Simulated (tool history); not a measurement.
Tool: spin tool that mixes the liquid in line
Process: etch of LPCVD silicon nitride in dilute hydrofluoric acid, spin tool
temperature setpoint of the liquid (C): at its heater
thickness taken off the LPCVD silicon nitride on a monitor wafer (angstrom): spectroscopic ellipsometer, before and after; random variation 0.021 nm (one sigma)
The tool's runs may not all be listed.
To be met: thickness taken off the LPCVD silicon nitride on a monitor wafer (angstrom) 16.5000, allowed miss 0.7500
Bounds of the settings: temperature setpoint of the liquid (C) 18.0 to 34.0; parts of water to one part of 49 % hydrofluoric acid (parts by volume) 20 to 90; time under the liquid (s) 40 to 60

run  hour  temperature setpoint of the liquid (C)  parts of water to one part of 49 % hydrofluoric acid (parts by volume)  time under the liquid (s)  thickness taken off the LPCVD silicon nitride on a monitor wafer (angstrom)
  1   0.0                                    26.0                                                                      50                         60                                                                       7.8736
  2   4.3                                    26.0                                                                      50                         60                                                                       7.9122
  3   6.7                                    26.0                                                                      50                         60                                                                       7.9927
  4   8.0                                    26.0                                                                      35                         60                                                                      11.0230
  5  10.5                                    26.0                                                                      35                         40                                                                       7.3412
  6  17.9                                    23.0                                                                      35                         40                                                                       6.1058
  7  20.1                                    27.0                                                                      20                         55                                                                      19.0230
  8  25.2                                    26.5                                                                      20                         55                                                                      18.2350

5 next moves are on the table. One of them brings every result within its allowed miss. Which?
  A  30.3                                    26.0                                                                      20                         60                                                                            ?
  B  30.3                                    29.0                                                                      25                         60                                                                            ?
  C  30.3                                    27.0                                                                      20                         60                                                                            ?
  D  30.3                                    26.5                                                                      20                         60                                                                            ?
  E  30.3                                    26.5                                                                      20                         50                                                                            ?

move  thickness taken off the LPCVD silicon nitride on a monitor wafer (angstrom)
   A                                                                      19.1310
   B                                                                      18.8190
   C                                                                      20.4480
   D                                                                      19.7800
   E                                                                      16.4830
A: further off than the last run
B: further off than the last run
C: further off than the last run
D: further off than the last run
E: meets every target
The right move is E.
